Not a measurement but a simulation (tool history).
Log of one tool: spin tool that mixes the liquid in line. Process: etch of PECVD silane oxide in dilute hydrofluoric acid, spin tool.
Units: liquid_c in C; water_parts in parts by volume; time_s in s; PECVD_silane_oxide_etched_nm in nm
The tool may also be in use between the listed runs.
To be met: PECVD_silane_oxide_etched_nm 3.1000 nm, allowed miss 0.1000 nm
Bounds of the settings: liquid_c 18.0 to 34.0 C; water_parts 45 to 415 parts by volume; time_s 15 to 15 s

run	hour	liquid_c	water_parts	time_s	PECVD_silane_oxide_etched_nm
1	0.0	26.0	230	15	1.9740
2	4.8	28.0	220	15	2.2782
3	5.9	28.0	220	15	2.2798
4	10.7	29.5	220	15	2.4348
5	15.2	31.0	215	15	2.6203
6	19.5	32.5	215	15	2.7272
7	27.3	33.0	210	15	2.8886
# hour 33.2: hydrofluoric acid flow meter replaced
8	33.2	33.5	210	15	2.7269
9	41.5	33.5	205	15	2.8641
10	48.0	33.5	200	15	2.9264

Which of these 4 next moves meets every target?
A	54.5	30.5	175	15	?
B	54.5	34.0	180	15	?
C	54.5	34.0	185	15	?
D	54.5	30.5	190	15	?

move	PECVD_silane_oxide_etched_nm
A	3.1404
B	3.4200
C	3.3049
D	2.8380
A: meets every target
B: takes the result that was furthest off past its target
C: takes the result that was furthest off past its target
D: further off than the last run
The right move is A.
